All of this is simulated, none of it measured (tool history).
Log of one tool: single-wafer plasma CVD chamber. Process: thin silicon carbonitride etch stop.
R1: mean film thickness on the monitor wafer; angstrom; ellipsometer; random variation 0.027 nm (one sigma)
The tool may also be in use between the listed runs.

Run 1, hour 0: RF power (W) 265, deposition time (s) 10.9. Result: R1 66.563 angstrom.
Run 2, hour 5.9: RF power (W) 240, deposition time (s) 10.9. Result: R1 64.087 angstrom.
Run 3, hour 12.9: RF power (W) 260, deposition time (s) 11.3. Result: R1 68.371 angstrom.
Run 4, hour 19.6: RF power (W) 260, deposition time (s) 10.2. Result: R1 61.596 angstrom.
Run 5, hour 22.4: RF power (W) 275, deposition time (s) 10.7. Result: R1 65.933 angstrom.
Run 6, hour 24: RF power (W) 285, deposition time (s) 11.1. Result: R1 69.128 angstrom.

Run 7 comes next. What will it give?
Run 7, hour 27.7: RF power (W) 295, deposition time (s) 11.5. Result: R1 ?.

Run 7 gave R1 72.356 angstrom.
